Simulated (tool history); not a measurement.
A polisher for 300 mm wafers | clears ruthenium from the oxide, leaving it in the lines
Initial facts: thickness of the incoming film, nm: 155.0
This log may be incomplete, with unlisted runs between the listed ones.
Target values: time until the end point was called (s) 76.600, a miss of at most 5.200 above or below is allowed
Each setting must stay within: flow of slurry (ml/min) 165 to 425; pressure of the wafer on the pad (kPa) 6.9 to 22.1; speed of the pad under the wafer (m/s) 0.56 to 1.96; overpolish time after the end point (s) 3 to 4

run  hour  flow of slurry (ml/min)  pressure of the wafer on the pad (kPa)  speed of the pad under the wafer (m/s)  overpolish time after the end point (s)  time until the end point was called (s)
  1   0.0                      275                                    14.5                                    1.26                                        4                                  107.390
  2   2.0                      275                                    14.5                                    1.14                                        4                                  123.260
  3   6.5                      330                                    14.5                                    1.14                                        4                                  117.300
  4   9.5                      330                                    15.2                                    1.14                                        4                                  117.550
  5  17.5                      330                                    15.9                                    1.16                                        4                                  106.880
  6  22.8                      330                                    16.5                                    1.16                                        4                                  105.520
  7  26.5                      330                                    16.5                                    1.16                                        4                                  103.400
  8  34.2                      330                                    17.2                                    1.16                                        4                                   97.753
  9  40.0                      330                                    19.3                                    1.18                                        4                                   87.761
 10  47.8                      330                                    20.7                                    1.20                                        4                                   84.265

5 next moves are on the table. One of them brings every result within its allowed miss. Which?
  A  55.6                      315                                    16.5                                    1.26                                        3                                        ?
  B  55.6                      295                                    21.4                                    1.06                                        3                                        ?
  C  55.6                      320                                    20.7                                    0.94                                        3                                        ?
  D  55.6                      350                                    20.0                                    1.40                                        4                                        ?
  E  55.6                      370                                    20.0                                    1.08                                        4                                        ?

move  time until the end point was called (s)
   A                                   98.182
   B                                   93.662
   C                                  107.370
   D                                   74.660
   E                                   95.590
A: its largest miss is bigger than the last run's
B: its largest miss is bigger than the last run's
C: its largest miss is bigger than the last run's
D: every result lands within tolerance
E: its largest miss is bigger than the last run's
Go with D: it meets all targets.
